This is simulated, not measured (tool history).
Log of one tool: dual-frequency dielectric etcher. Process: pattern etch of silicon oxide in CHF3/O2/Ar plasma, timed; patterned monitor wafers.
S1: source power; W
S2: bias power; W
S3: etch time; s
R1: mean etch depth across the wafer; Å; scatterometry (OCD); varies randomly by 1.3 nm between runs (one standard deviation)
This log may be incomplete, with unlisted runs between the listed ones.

Run 1, hour 0.0: S1 520 W, S2 158 W, S3 258.5 s. Result: R1 4464.0 Å.
Run 2, hour 8.8: S1 520 W, S2 158 W, S3 237.0 s. Result: R1 4084.1 Å.
Run 3, hour 14.1: S1 520 W, S2 158 W, S3 258.5 s. Result: R1 4459.2 Å.
Run 4, hour 19.2: S1 520 W, S2 146 W, S3 258.5 s. Result: R1 4339.9 Å.
Run 5, hour 24.9: S1 610 W, S2 146 W, S3 258.5 s. Result: R1 4721.7 Å.
Run 6, hour 27.5: S1 610 W, S2 164 W, S3 258.5 s. Result: R1 4898.7 Å.
Run 7, hour 30.4: S1 640 W, S2 165 W, S3 258.5 s. Result: R1 5012.5 Å.

Forecast run 8:
Run 8, hour 35.3: S1 660 W, S2 166 W, S3 258.5 s. Result: R1 ?.

R1: 5085.3 Å
